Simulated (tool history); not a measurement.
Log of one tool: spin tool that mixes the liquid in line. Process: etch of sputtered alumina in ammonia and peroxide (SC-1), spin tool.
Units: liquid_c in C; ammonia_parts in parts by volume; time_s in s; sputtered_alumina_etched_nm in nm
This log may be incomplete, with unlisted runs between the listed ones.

run 1 day=0.000 | liquid_c=59.0 ammonia_parts=0.45 time_s=45 | sputtered_alumina_etched_nm=6.4134
run 2 day=0.179 | liquid_c=58.0 ammonia_parts=0.45 time_s=45 | sputtered_alumina_etched_nm=6.0371
run 3 day=0.367 | liquid_c=64.0 ammonia_parts=0.45 time_s=45 | sputtered_alumina_etched_nm=8.1941
run 4 day=0.438 | liquid_c=64.0 ammonia_parts=0.45 time_s=45 | sputtered_alumina_etched_nm=8.0129
run 5 day=0.462 | liquid_c=64.0 ammonia_parts=0.40 time_s=45 | sputtered_alumina_etched_nm=8.1151
run 6 day=0.625 | liquid_c=62.5 ammonia_parts=0.40 time_s=45 | sputtered_alumina_etched_nm=7.5230
run 7 day=0.667 | liquid_c=61.0 ammonia_parts=0.40 time_s=45 | sputtered_alumina_etched_nm=6.9801

What does the tool deliver on the next run?
run 8 day=1.012 | liquid_c=53.0 ammonia_parts=0.40 time_s=45 | sputtered_alumina_etched_nm=?

sputtered_alumina_etched_nm: 4.4960 nm

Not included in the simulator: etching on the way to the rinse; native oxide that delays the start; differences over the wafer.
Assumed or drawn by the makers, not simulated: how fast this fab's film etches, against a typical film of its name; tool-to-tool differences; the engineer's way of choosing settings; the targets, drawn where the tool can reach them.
